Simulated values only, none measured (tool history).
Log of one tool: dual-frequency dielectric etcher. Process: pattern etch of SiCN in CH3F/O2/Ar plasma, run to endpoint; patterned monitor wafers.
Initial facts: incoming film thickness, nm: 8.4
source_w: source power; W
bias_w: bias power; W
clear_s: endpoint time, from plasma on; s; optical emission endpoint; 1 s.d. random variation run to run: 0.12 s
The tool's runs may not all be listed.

run,hour,source_w,bias_w,clear_s
1,0,500,59,22.563
2,6.6,500,51,24.019
3,9.5,500,57,22.757
4,13.3,500,63,22.064
5,16.3,500,67,21.527
6,23.6,500,77,20.334
7,26.8,440,64,23.548
8,33.6,400,59,25.831

Predict the results of run 9:
9,35.6,370,57,?

Run 9 measured clear_s 27.873 s.
